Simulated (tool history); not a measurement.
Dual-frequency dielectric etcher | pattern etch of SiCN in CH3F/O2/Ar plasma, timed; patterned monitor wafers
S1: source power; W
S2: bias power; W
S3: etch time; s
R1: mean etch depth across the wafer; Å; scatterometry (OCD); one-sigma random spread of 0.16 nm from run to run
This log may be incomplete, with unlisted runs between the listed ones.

run	hour	S1	S2	S3	R1
1	0.0	480	99	79.0	358.59
2	3.5	480	86	79.0	329.62
3	9.9	480	78	79.0	313.51
4	11.5	480	78	82.5	326.01
5	18.8	480	71	82.5	307.40
6	22.7	480	83	82.5	339.12
7	23.6	520	86	82.5	353.40
8	31.2	550	90	82.5	371.69

For run 9, what comes out?
9	31.8	580	92	82.5	?

Logged for run 9: R1 383.53 Å.
